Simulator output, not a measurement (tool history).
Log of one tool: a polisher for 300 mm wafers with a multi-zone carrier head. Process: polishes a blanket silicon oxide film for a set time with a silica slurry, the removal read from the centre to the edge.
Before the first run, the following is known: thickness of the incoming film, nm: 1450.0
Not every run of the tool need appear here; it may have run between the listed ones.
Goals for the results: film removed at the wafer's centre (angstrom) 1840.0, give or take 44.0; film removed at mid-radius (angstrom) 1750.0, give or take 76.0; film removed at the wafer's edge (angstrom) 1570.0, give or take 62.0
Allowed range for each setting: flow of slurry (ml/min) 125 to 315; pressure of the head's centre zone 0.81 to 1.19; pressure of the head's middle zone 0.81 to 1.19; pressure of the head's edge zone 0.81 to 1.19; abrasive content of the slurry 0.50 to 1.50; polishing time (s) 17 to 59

| run | day | flow of slurry (ml/min) | pressure of the head's centre zone | pressure of the head's middle zone | pressure of the head's edge zone | abrasive content of the slurry | polishing time (s) | film removed at the wafer's centre (angstrom) | film removed at mid-radius (angstrom) | film removed at the wafer's edge (angstrom) |
|---|---|---|---|---|---|---|---|---|---|---|
| 1 | 0.000 | 205 | 1.00 | 1.00 | 1.00 | 1.00 | 38 | 1365.9 | 1360.2 | 1321.3 |
| 2 | 0.321 | 215 | 1.03 | 1.02 | 1.02 | 1.05 | 38 | 1433.4 | 1400.3 | 1349.1 |
| 3 | 0.683 | 215 | 1.03 | 1.02 | 1.02 | 1.05 | 33 | 1237.7 | 1251.4 | 1180.6 |
| 4 | 0.858 | 190 | 1.03 | 1.02 | 1.02 | 1.05 | 33 | 1224.2 | 1233.6 | 1167.9 |
| 5 | 0.896 | 195 | 1.05 | 1.04 | 1.03 | 1.10 | 33 | 1256.5 | 1243.3 | 1197.3 |
| 6 | 1.192 | 210 | 1.06 | 1.06 | 1.02 | 1.15 | 34 | 1353.9 | 1349.6 | 1250.5 |
| 7 | 1.433 | 255 | 1.16 | 1.15 | 1.12 | 1.40 | 35 | 1677.2 | 1567.3 | 1461.7 |
| 8 | 1.492 | 260 | 1.16 | 1.16 | 1.12 | 1.40 | 35 | 1675.8 | 1595.2 | 1485.9 |
| 9 | 1.721 | 265 | 1.16 | 1.16 | 1.12 | 1.40 | 35 | 1663.7 | 1582.8 | 1430.8 |

Which of these 4 next moves meets every target?
| A | 1.950 | 270 | 1.06 | 1.19 | 1.02 | 1.45 | 40 | ? | ? | ? |
| B | 1.950 | 240 | 1.05 | 1.09 | 1.08 | 1.45 | 34 | ? | ? | ? |
| C | 1.950 | 245 | 1.18 | 1.19 | 1.11 | 1.40 | 38 | ? | ? | ? |
| D | 1.950 | 135 | 1.15 | 0.83 | 1.19 | 1.50 | 40 | ? | ? | ? |

| move | film removed at the wafer's centre (angstrom) | film removed at mid-radius (angstrom) | film removed at the wafer's edge (angstrom) |
|---|---|---|---|
| A | 1754.0 | 1817.2 | 1650.2 |
| B | 1460.2 | 1440.2 | 1434.0 |
| C | 1820.0 | 1692.7 | 1607.7 |
| D | 1794.6 | 1363.4 | 1730.6 |
A: closer than the last run, but not yet in spec
B: misses by more than the last run did
C: all results in spec
D: misses by more than the last run did
The right move is C.

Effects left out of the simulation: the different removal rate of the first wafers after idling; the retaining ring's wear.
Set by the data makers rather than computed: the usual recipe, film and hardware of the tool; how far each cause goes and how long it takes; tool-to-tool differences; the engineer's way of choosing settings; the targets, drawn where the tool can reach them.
